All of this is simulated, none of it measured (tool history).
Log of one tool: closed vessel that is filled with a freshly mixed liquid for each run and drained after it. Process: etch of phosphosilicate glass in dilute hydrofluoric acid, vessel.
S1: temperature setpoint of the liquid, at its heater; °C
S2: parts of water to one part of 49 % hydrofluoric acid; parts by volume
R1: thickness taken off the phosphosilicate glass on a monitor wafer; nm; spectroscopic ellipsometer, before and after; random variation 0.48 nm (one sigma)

{"run": 1, "hour": 0.0, "S1": 20, "S2": 130, "time in the liquid (s)": 90, "R1": 63.812}
{"run": 2, "hour": 8.0, "S1": 22, "S2": 115, "time in the liquid (s)": 90, "R1": 79.726}
{"run": 3, "hour": 14.7, "S1": 22, "S2": 160, "time in the liquid (s)": 90, "R1": 54.783}
{"run": 4, "hour": 21.1, "S1": 23.5, "S2": 140, "time in the liquid (s)": 90, "R1": 67.351}
{"run": 5, "hour": 29.1, "S1": 23.5, "S2": 140, "time in the liquid (s)": 90, "R1": 67.366}
{"run": 6, "hour": 29.6, "S1": 26, "S2": 140, "time in the liquid (s)": 90, "R1": 74.549}
{"run": 7, "hour": 34.1, "S1": 26.5, "S2": 120, "time in the liquid (s)": 90, "R1": 90.392}
{"run": 8, "hour": 40.7, "S1": 27, "S2": 110, "time in the liquid (s)": 90, "R1": 101.02}
{"run": 9, "hour": 45.1, "S1": 28, "S2": 70, "time in the liquid (s)": 90, "R1": 175.8}
{"run": 10, "hour": 50.3, "S1": 26.5, "S2": 70, "time in the liquid (s)": 90, "R1": 165.92}
{"run": 11, "hour": 57.6, "S1": 25.5, "S2": 70, "time in the liquid (s)": 90, "R1": 159.32}
{"run": 12, "hour": 64.7, "S1": 24.5, "S2": 70, "time in the liquid (s)": 90, "R1": 152.8}
{"run": 13, "hour": 66.3, "S1": 24, "S2": 70, "time in the liquid (s)": 90, "R1": 149.73}

The next listed run, before its measurement:
{"run": 14, "hour": 71.4, "S1": 23.5, "S2": 70, "time in the liquid (s)": 90, "R1": "?"}

Run 14 gave R1 147 nm.
